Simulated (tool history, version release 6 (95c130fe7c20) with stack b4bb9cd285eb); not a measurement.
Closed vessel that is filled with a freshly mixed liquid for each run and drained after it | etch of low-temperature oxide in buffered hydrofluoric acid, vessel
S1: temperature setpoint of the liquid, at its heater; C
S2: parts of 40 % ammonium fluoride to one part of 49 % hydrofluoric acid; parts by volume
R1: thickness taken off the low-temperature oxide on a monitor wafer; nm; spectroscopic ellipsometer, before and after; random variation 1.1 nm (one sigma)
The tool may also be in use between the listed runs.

{"run": 1, "day": 0.0, "S1": 23.0, "S2": 12.0, "time in the liquid (s)": 85, "R1": 149.39}
{"run": 2, "day": 0.325, "S1": 23.0, "S2": 12.0, "time in the liquid (s)": 95, "R1": 166.29}
{"run": 3, "day": 0.646, "S1": 22.0, "S2": 12.0, "time in the liquid (s)": 95, "R1": 158.24}
{"run": 4, "day": 0.767, "S1": 24.0, "S2": 11.5, "time in the liquid (s)": 95, "R1": 183.23}
{"run": 5, "day": 0.962, "S1": 24.0, "S2": 11.5, "time in the liquid (s)": 95, "R1": 183.32}
{"run": 6, "day": 1.338, "S1": 24.0, "S2": 14.5, "time in the liquid (s)": 95, "R1": 145.01}
{"run": 7, "day": 1.504, "S1": 25.5, "S2": 13.5, "time in the liquid (s)": 95, "R1": 169.64}
{"run": 8, "day": 1.771, "S1": 27.0, "S2": 12.5, "time in the liquid (s)": 95, "R1": 198.47}

The next listed run, before its measurement:
{"run": 9, "day": 1.992, "S1": 28.0, "S2": 11.5, "time in the liquid (s)": 95, "R1": "?"}

R1: 226.86 nm

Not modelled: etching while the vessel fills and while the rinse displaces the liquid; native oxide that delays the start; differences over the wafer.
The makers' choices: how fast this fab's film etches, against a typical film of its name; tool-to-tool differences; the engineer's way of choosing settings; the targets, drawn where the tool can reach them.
